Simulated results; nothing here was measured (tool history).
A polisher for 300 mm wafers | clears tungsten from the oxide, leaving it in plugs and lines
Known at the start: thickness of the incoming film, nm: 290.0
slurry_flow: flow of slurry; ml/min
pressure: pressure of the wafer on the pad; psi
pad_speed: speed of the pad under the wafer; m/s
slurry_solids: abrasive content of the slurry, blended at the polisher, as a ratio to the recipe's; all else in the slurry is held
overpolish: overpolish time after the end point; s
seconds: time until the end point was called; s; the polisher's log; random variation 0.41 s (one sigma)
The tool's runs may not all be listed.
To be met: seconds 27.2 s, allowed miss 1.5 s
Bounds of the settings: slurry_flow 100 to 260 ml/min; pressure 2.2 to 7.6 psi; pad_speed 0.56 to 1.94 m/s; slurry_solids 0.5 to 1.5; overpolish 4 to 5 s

Run 1, day 0: slurry_flow 165 ml/min, pressure 4.9 psi, pad_speed 1.24 m/s, slurry_solids 1, overpolish 5 s. Result: seconds 36.099 s.
Run 2, day 0.221: slurry_flow 165 ml/min, pressure 4.9 psi, pad_speed 1.4 m/s, slurry_solids 1, overpolish 5 s. Result: seconds 32.756 s.
Run 3, day 0.258: slurry_flow 165 ml/min, pressure 5 psi, pad_speed 1.4 m/s, slurry_solids 1, overpolish 5 s. Result: seconds 31.683 s.
Run 4, day 0.508: slurry_flow 165 ml/min, pressure 5.1 psi, pad_speed 1.4 m/s, slurry_solids 1, overpolish 5 s. Result: seconds 31.544 s.
Run 5, day 0.658: slurry_flow 165 ml/min, pressure 5.2 psi, pad_speed 1.4 m/s, slurry_solids 1, overpolish 5 s. Result: seconds 30.693 s.
Run 6, day 0.833: slurry_flow 165 ml/min, pressure 4.6 psi, pad_speed 1.4 m/s, slurry_solids 1, overpolish 5 s. Result: seconds 34.6 s.
Run 7, day 0.979: slurry_flow 165 ml/min, pressure 4.8 psi, pad_speed 1.4 m/s, slurry_solids 1, overpolish 5 s. Result: seconds 32.981 s.
Run 8, day 1.108: slurry_flow 165 ml/min, pressure 4.9 psi, pad_speed 1.4 m/s, slurry_solids 1, overpolish 5 s. Result: seconds 31.413 s.

Which of these 4 next moves meets every target?
Run A, day 1.238: slurry_flow 180 ml/min, pressure 5.4 psi, pad_speed 1.48 m/s, slurry_solids 1.05, overpolish 5 s. Result: seconds ?.
Run B, day 1.238: slurry_flow 120 ml/min, pressure 4.7 psi, pad_speed 1.34 m/s, slurry_solids 0.95, overpolish 5 s. Result: seconds ?.
Run C, day 1.238: slurry_flow 190 ml/min, pressure 4.8 psi, pad_speed 1.46 m/s, slurry_solids 1.15, overpolish 4 s. Result: seconds ?.
Run D, day 1.238: slurry_flow 195 ml/min, pressure 4.6 psi, pad_speed 1.24 m/s, slurry_solids 1.05, overpolish 5 s. Result: seconds ?.

move  seconds
   A   27.102
   B   35.789
   C   30.079
   D   36.459
A: meets every target
B: further off than the last run
C: nearer than the last run, and not there yet
D: further off than the last run
Answer: A
